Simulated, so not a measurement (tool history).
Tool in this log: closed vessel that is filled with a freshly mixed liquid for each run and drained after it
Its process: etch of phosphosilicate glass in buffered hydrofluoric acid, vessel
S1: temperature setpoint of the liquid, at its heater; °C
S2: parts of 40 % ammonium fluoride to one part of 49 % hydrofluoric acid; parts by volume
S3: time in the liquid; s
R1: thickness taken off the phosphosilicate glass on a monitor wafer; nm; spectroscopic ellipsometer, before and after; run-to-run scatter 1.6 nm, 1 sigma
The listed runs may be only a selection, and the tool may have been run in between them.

run	hour	S1	S2	S3	R1
1	0.0	22.0	15.5	35	105.280
2	1.0	19.5	15.5	35	91.797
3	5.6	19.5	15.5	35	94.092
4	9.4	22.0	15.0	35	111.180
5	10.3	22.0	15.0	30	94.027
6	14.9	23.5	14.0	30	107.730
7	22.6	25.0	13.0	30	129.490
8	26.0	26.0	13.0	30	133.790
9	33.2	27.0	13.0	30	142.410
10	38.3	27.5	13.0	30	144.060

What will run 11 give?
11	47.4	28.0	13.0	30	?

R1: 149.160 nm

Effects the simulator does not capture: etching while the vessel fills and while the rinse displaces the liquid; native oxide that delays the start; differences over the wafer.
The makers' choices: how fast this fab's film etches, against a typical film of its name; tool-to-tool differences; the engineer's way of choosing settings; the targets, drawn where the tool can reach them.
